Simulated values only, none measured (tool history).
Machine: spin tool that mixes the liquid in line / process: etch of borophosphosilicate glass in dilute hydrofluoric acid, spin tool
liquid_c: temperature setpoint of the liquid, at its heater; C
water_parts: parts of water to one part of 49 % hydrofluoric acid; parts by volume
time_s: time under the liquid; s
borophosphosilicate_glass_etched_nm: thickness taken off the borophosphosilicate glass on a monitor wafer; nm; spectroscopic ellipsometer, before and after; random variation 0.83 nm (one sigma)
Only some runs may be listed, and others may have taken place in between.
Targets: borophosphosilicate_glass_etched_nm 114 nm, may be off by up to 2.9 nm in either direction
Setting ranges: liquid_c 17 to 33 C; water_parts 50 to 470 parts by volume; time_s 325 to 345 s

run,hour,liquid_c,water_parts,time_s,borophosphosilicate_glass_etched_nm
1,0,25,260,325,57.284
2,0.8,26,250,325,62
3,1.9,26,210,325,77.027
4,8.9,27,205,325,81.249
5,15.8,27,285,325,53.806
6,19.2,23.5,285,325,47.847
7,21.6,24.5,270,325,53.37
8,27.9,25.5,260,325,57.743
9,35.4,26.5,250,325,63.359
10,38,27,240,325,67.886
11,41.6,27.5,230,325,72.574
12,47.1,28,225,325,76.183
13,53.3,28.5,220,325,79.545
14,59.8,28.5,220,325,79.078
15,65.4,29,215,325,83.895
16,71.9,29.5,210,325,87.619
17,76.7,30,205,325,91.623
18,77.7,30.5,200,325,97.667
19,79.8,31,200,325,97.246
20,84.5,32,190,325,107.15

Exactly one of the 5 candidate moves below puts every result within its allowed miss. Which one?
A,89.2,32.5,180,345,?
B,89.2,32.5,200,345,?
C,89.2,30.5,185,325,?
D,89.2,29.5,175,325,?
E,89.2,33,195,345,?

move,borophosphosilicate_glass_etched_nm
A,124.08
B,108.79
C,105.47
D,109.02
E,114.21
A: moves the result that the last run missed by most past its target, out the other side
B: closer than the last run, but not yet in spec
C: the biggest miss grows against the last run
D: closer than the last run, but not yet in spec
E: hits every target within its allowed miss
E is the move that brings every result within its allowed miss.
